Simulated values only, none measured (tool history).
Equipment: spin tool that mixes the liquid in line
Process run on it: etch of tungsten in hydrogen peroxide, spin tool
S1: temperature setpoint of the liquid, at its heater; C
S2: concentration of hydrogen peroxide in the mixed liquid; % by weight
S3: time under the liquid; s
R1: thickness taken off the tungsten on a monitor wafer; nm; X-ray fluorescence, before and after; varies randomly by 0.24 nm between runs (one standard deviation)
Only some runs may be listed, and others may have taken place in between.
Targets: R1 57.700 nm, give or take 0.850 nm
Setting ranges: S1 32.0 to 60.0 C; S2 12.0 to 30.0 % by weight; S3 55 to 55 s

Run 1, day 0.000: S1 44.0 C, S2 21.0 % by weight, S3 55 s. Result: R1 96.774 nm.
Run 2, day 0.138: S1 44.0 C, S2 21.0 % by weight, S3 55 s. Result: R1 96.099 nm.
Run 3, day 0.250: S1 42.0 C, S2 21.0 % by weight, S3 55 s. Result: R1 84.807 nm.
Run 4, day 0.404: S1 40.5 C, S2 21.0 % by weight, S3 55 s. Result: R1 76.686 nm.
Run 5, day 0.425: S1 40.5 C, S2 24.5 % by weight, S3 55 s. Result: R1 82.626 nm.
Run 6, day 0.521: S1 33.5 C, S2 24.5 % by weight, S3 55 s. Result: R1 52.105 nm.
Run 7, day 0.838: S1 34.0 C, S2 24.5 % by weight, S3 55 s. Result: R1 53.789 nm.
Run 8, day 0.908: S1 34.5 C, S2 24.5 % by weight, S3 55 s. Result: R1 55.947 nm.

Exercise: of the 4 proposed moves below, exactly one satisfies all targets within the stated allowed misses. Which move is it?
Run A, day 0.979: S1 35.5 C, S2 21.5 % by weight, S3 55 s. Result: R1 ?.
Run B, day 0.979: S1 34.0 C, S2 28.0 % by weight, S3 55 s. Result: R1 ?.
Run C, day 0.979: S1 32.5 C, S2 29.0 % by weight, S3 55 s. Result: R1 ?.
Run D, day 0.979: S1 33.5 C, S2 26.0 % by weight, S3 55 s. Result: R1 ?.

move      R1
   A  55.649
   B  57.406
   C  52.758
   D  53.475
A: further off than the last run
B: meets every target
C: further off than the last run
D: further off than the last run
Move B is the one to make.
